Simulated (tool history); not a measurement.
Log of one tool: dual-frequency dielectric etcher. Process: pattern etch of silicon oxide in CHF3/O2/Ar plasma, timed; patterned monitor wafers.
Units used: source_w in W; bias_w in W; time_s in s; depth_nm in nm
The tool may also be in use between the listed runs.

{"run": 1, "hour": 0.0, "source_w": 600, "bias_w": 171, "time_s": 432.0, "depth_nm": 827.92}
{"run": 2, "hour": 3.7, "source_w": 600, "bias_w": 198, "time_s": 432.0, "depth_nm": 891.46}
{"run": 3, "hour": 8.2, "source_w": 600, "bias_w": 198, "time_s": 432.0, "depth_nm": 892.85}
{"run": 4, "hour": 16.0, "source_w": 600, "bias_w": 181, "time_s": 432.0, "depth_nm": 852.1}
{"run": 5, "hour": 24.5, "source_w": 600, "bias_w": 181, "time_s": 450.5, "depth_nm": 887.3}
{"run": 6, "hour": 27.7, "source_w": 600, "bias_w": 181, "time_s": 432.0, "depth_nm": 853.25}
{"run": 7, "hour": 35.8, "source_w": 630, "bias_w": 182, "time_s": 432.0, "depth_nm": 881.3}

Run 8, settings as shown, results not yet in. Your forecast:
{"run": 8, "hour": 41.1, "source_w": 640, "bias_w": 182, "time_s": 432.0, "depth_nm": "?"}

Run 8 gave depth_nm 891.24 nm.

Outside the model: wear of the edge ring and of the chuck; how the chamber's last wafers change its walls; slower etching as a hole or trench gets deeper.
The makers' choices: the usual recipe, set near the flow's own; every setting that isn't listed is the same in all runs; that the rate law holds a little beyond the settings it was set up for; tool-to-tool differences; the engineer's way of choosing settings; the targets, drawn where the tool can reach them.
